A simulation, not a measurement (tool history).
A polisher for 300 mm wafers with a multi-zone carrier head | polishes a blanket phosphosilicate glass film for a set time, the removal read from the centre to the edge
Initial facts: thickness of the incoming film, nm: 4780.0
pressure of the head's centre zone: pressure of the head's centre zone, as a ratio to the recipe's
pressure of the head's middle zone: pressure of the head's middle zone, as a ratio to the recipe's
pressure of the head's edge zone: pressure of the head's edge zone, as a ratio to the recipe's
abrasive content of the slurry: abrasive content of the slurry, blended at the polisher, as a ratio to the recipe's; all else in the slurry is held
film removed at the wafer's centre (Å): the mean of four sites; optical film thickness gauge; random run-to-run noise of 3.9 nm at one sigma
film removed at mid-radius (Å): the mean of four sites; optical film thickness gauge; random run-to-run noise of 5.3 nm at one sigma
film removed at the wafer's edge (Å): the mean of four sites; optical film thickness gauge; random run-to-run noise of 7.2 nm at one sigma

run  hour  flow of slurry (ml/min)  pressure of the head's centre zone  pressure of the head's middle zone  pressure of the head's edge zone  abrasive content of the slurry  polishing time (s)  film removed at the wafer's centre (Å)  film removed at mid-radius (Å)  film removed at the wafer's edge (Å)
  1     0                      250                                   1                                   1                                 1                               1                  84                                  9271.4                          9686.5                                9324.6
  2   6.8                      250                                   1                                   1                                 1                               1                 100                                   11199                           11531                                 10831
  3   9.2                      245                                0.97                                0.99                              0.97                             0.9                  93                                    9404                           10004                                9588.2
  4  13.6                      245                                0.97                                0.99                              0.97                             0.9                 103                                   10557                           11269                                 10365
  5  22.4                      270                                0.97                                0.99                              0.97                             0.9                 103                                   10812                           11268                                 10826
  6  30.2                      250                                0.95                                0.98                              0.95                             0.8                  96                                  9081.8                          9890.7                                9257.3
  7  31.2                      235                                0.93                                0.96                              0.93                            0.75                  91                                    8083                          8835.6                                  8333
  8  37.9                      225                                0.91                                0.95                              0.91                             0.7                  87                                  7400.9                          7895.7                                7557.1
  9  44.9                      220                                0.89                                0.96                              0.91                            0.65                  83                                  6412.8                          7315.6                                7029.6
 10  47.3                      235                                0.87                                0.95                              0.81                             0.5                  67                                  4483.5                          5070.1                                4471.7
 11  56.2                      235                                0.87                                0.96                              0.84                             0.5                  67                                  4438.8                          5037.9                                4713.1
 12  56.7                      305                                 0.9                                1.06                               0.9                            0.55                  67                                  5103.9                          6016.3                                5067.4
 13  60.4                      235                                0.85                                1.01                                 1                             0.6                  67                                  4818.9                          5930.4                                5634.6
 14  67.7                      235                                0.85                                1.01                              0.99                             0.6                  67                                  4849.9                          5925.2                                5666.9
 15  73.3                      235                                0.85                                1.01                              0.98                             0.6                  67                                  4817.2                          5877.6                                5448.9
 16  78.5                      235                                0.85                                1.01                              0.97                             0.6                  67                                  4845.5                          5921.6                                5551.3
 17    86                      235                                0.85                                1.01                              0.97                             0.6                  67                                  4861.7                          5895.8                                5600.4

The next listed run, before its measurement:
 18  87.2                      235                                0.85                                1.01                              0.96                             0.6                  67                                       ?                               ?                                     ?

Logged for run 18: film removed at the wafer's centre (Å) 4823.8, film removed at mid-radius (Å) 5886.2, film removed at the wafer's edge (Å) 5559.4.
